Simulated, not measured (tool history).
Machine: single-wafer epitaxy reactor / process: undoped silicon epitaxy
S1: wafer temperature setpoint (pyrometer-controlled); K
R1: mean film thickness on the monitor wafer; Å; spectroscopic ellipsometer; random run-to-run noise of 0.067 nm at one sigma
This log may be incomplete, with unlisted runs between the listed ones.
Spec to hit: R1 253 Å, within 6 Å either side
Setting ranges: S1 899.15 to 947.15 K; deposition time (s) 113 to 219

Run 1, hour 0: S1 923.15 K, deposition time (s) 166. Result: R1 289.42 Å.
Run 2, hour 2.8: S1 922.15 K, deposition time (s) 166. Result: R1 283.96 Å.
Run 3, hour 3.4: S1 921.15 K, deposition time (s) 166. Result: R1 277.21 Å.
Run 4, hour 6.5: S1 920.15 K, deposition time (s) 166. Result: R1 271.91 Å.
Run 5, hour 13.3: S1 927.15 K, deposition time (s) 166. Result: R1 316.19 Å.
Run 6, hour 17.7: S1 925.15 K, deposition time (s) 166. Result: R1 304.44 Å.
Run 7, hour 23: S1 924.15 K, deposition time (s) 166. Result: R1 296.7 Å.
Run 8, hour 25.2: S1 923.15 K, deposition time (s) 166. Result: R1 290.7 Å.
Run 9, hour 26.4: S1 915.15 K, deposition time (s) 165. Result: R1 241.25 Å.

5 candidate next runs follow, results not yet known. Just one meets every target within its allowed miss. Identify it.
Run A, hour 27.6: S1 915.15 K, deposition time (s) 162. Result: R1 ?.
Run B, hour 27.6: S1 918.15 K, deposition time (s) 163. Result: R1 ?.
Run C, hour 27.6: S1 919.15 K, deposition time (s) 153. Result: R1 ?.
Run D, hour 27.6: S1 911.15 K, deposition time (s) 177. Result: R1 ?.
Run E, hour 27.6: S1 912.15 K, deposition time (s) 175. Result: R1 ?.

move      R1
   A  237.21
   B  255.43
   C  245.21
   D   236.6
   E  239.34
A: misses by more than the last run did
B: every result within its allowed miss
C: better than the last run, though not everything is in spec
D: misses by more than the last run did
E: misses by more than the last run did
Go with B: it meets all targets.

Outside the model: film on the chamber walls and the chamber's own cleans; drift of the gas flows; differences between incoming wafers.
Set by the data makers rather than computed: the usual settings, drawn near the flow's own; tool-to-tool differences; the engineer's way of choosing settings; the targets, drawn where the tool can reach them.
